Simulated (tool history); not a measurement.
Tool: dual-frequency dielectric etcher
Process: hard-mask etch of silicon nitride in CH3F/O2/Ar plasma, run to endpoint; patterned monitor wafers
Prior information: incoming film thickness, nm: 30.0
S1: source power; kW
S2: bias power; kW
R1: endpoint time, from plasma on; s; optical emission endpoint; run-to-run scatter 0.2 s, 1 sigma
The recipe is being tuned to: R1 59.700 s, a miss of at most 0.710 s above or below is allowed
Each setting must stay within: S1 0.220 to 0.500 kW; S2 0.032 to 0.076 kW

run	hour	S1	S2	R1
1	0.0	0.360	0.054	50.181
2	4.5	0.340	0.053	51.784
3	12.4	0.390	0.053	48.726
4	17.5	0.370	0.053	49.784
5	22.7	0.350	0.053	51.220
6	26.8	0.340	0.053	51.775
7	35.8	0.330	0.053	52.575
8	38.8	0.320	0.053	53.519

Below are 4 possible settings for the next run. Only one of them brings all results inside the allowed miss of their targets. Which is it?
A	41.8	0.310	0.044	?
B	41.8	0.280	0.045	?
C	41.8	0.300	0.064	?
D	41.8	0.340	0.067	?

move	R1
A	57.943
B	60.123
C	51.135
D	47.642
A: closer than the last run, but not yet in spec
B: every result lands within tolerance
C: lands further from the targets than the last run did
D: lands further from the targets than the last run did
B is the move that brings every result within its allowed miss.
